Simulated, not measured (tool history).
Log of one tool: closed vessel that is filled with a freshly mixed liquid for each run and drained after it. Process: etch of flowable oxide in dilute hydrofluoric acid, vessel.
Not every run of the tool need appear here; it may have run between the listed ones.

run	day	temperature setpoint of the liquid (K)	parts of water to one part of 49 % hydrofluoric acid (parts by volume)	time in the liquid (s)	thickness taken off the flowable oxide on a monitor wafer (nm)
1	0	298.15	120	90	31.578
2	0.304	298.15	155	90	23.428
3	0.542	300.65	135	90	30.297
4	0.583	300.65	135	90	30.206
5	0.95	300.65	135	90	30.317
6	0.983	300.65	135	100	33.689

Estimate the outcome of run 7 from the log above:
7	1.35	302.65	125	100	?

Run 7 produced thickness taken off the flowable oxide on a monitor wafer (nm) 39.784.
